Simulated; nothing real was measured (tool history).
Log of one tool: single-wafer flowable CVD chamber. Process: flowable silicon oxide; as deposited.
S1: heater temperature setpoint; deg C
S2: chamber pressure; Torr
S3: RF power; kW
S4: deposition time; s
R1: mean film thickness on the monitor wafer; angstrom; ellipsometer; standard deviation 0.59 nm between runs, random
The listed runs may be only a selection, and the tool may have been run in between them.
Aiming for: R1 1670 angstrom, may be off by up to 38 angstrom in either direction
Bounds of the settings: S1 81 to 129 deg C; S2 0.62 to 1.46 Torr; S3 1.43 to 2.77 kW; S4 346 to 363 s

run	day	S1	S2	S3	S4	R1
1	0	105	1.04	2.1	363	2580.4
2	0.217	113	1.04	2.1	363	1918.1
3	0.462	103	1.04	2.1	363	2779.7
4	0.779	105	1.04	2.1	363	2584.7
5	0.992	105	1.04	2.1	346	2460.4
6	1.154	107	1.04	2.1	346	2291.7
7	1.383	108	1.04	2.1	346	2196.1
# day 1.5: RF generator calibrated
8	1.5	118	1.04	2.1	346	1567
9	1.608	117	1.04	2.1	346	1623.4

Which of these 4 next moves meets every target?
A	1.717	122	1.09	2.595	363	?
B	1.717	123	1.21	2.38	362	?
C	1.717	116	1.12	1.94	346	?
D	1.717	119	1.17	2.52	352	?

move	R1
A	1571.6
B	1656
C	1755.7
D	1779.6
A: the biggest miss grows against the last run
B: all results in spec
C: the result that was furthest off in the last run now lies on the other side of its target
D: the result that was furthest off in the last run now lies on the other side of its target
Answer: B
